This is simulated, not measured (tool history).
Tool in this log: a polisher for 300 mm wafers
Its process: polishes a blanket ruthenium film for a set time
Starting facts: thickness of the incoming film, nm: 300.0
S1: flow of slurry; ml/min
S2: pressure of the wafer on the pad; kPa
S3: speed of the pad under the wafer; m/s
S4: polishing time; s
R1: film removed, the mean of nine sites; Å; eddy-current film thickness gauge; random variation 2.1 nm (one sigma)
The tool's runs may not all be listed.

run    day   S1    S2    S3  S4       R1
  1  0.000  125  18.6  1.04  45   811.98
  2  0.346  125  20.0  1.06  45   872.40
  3  0.671  125  20.0  1.06  40   797.17
  4  0.875  125  20.0  1.06  45   921.92
  5  1.067  125  20.0  0.96  45   817.83
  6  1.388  125  20.0  0.96  40   722.43
  7  1.475  135  24.8  1.24  41  1176.20

The next listed run, before its measurement:
  8  1.504  135  25.5  1.26  41   ?

Run 8 yielded R1 1260.20 Å.

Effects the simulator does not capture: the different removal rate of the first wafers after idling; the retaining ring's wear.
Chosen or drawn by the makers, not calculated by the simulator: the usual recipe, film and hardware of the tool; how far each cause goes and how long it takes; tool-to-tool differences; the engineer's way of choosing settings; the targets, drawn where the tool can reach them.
